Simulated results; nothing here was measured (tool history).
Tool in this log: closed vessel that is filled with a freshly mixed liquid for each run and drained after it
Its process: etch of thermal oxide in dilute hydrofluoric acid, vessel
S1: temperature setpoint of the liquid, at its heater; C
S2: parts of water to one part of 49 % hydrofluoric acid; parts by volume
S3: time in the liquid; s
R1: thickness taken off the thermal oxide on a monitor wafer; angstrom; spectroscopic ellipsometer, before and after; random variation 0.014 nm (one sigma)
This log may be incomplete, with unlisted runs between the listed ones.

Run 1, hour 0.0: S1 25.0 C, S2 75 parts by volume, S3 55 s. Result: R1 37.054 angstrom.
Run 2, hour 3.3: S1 25.0 C, S2 50 parts by volume, S3 55 s. Result: R1 57.304 angstrom.
Run 3, hour 5.4: S1 24.0 C, S2 50 parts by volume, S3 55 s. Result: R1 55.409 angstrom.
Run 4, hour 11.8: S1 23.0 C, S2 50 parts by volume, S3 55 s. Result: R1 52.927 angstrom.
Run 5, hour 17.1: S1 23.0 C, S2 50 parts by volume, S3 55 s. Result: R1 52.719 angstrom.
Run 6, hour 22.3: S1 25.0 C, S2 50 parts by volume, S3 55 s. Result: R1 57.282 angstrom.
Run 7, hour 28.6: S1 24.0 C, S2 50 parts by volume, S3 55 s. Result: R1 55.191 angstrom.
Run 8, hour 31.3: S1 20.0 C, S2 50 parts by volume, S3 55 s. Result: R1 46.679 angstrom.

Run 9 comes next. What will it give?
Run 9, hour 36.8: S1 19.5 C, S2 50 parts by volume, S3 55 s. Result: R1 ?.

{"run 9": {"R1": 45.942}}
